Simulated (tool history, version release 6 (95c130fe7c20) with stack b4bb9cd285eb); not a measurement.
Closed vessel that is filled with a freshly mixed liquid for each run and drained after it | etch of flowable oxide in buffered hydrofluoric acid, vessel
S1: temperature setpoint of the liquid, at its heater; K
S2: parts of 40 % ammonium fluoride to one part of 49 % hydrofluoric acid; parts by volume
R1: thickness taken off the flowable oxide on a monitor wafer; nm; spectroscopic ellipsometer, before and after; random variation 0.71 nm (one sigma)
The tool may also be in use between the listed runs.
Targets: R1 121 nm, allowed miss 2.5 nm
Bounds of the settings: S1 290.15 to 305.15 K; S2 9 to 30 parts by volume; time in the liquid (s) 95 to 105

run 1 hour=0 | S1=297.15 S2=24 time_in_the_liquid_(s)=95 | R1=171.25
run 2 hour=6.7 | S1=295.15 S2=24 time_in_the_liquid_(s)=95 | R1=154.25
run 3 hour=11.6 | S1=294.15 S2=24 time_in_the_liquid_(s)=95 | R1=144.76
run 4 hour=14.6 | S1=293.65 S2=24 time_in_the_liquid_(s)=95 | R1=141.71
run 5 hour=21.8 | S1=293.65 S2=24 time_in_the_liquid_(s)=95 | R1=139.57
run 6 hour=28.8 | S1=293.65 S2=24 time_in_the_liquid_(s)=95 | R1=140.58
run 7 hour=36.3 | S1=293.15 S2=24 time_in_the_liquid_(s)=95 | R1=136.73
run 8 hour=39.7 | S1=292.65 S2=24 time_in_the_liquid_(s)=95 | R1=133.32
run 9 hour=43.6 | S1=292.15 S2=24 time_in_the_liquid_(s)=95 | R1=129.67
run 10 hour=46 | S1=291.65 S2=24 time_in_the_liquid_(s)=95 | R1=126.15
run 11 hour=48 | S1=291.65 S2=24 time_in_the_liquid_(s)=95 | R1=125.72

4 next moves are on the table. One of them brings every result within its allowed miss. Which?
run A hour=50 | S1=291.65 S2=22.5 time_in_the_liquid_(s)=95 | R1=?
run B hour=50 | S1=291.15 S2=26.5 time_in_the_liquid_(s)=100 | R1=?
run C hour=50 | S1=291.65 S2=27 time_in_the_liquid_(s)=95 | R1=?
run D hour=50 | S1=290.15 S2=22 time_in_the_liquid_(s)=100 | R1=?

move=A R1=131.97
move=B R1=120.57
move=C R1=116.33
move=D R1=129.53
A: further off than the last run
B: meets every target
C: takes the result that was furthest off past its target
D: further off than the last run
Move B is the one to make.
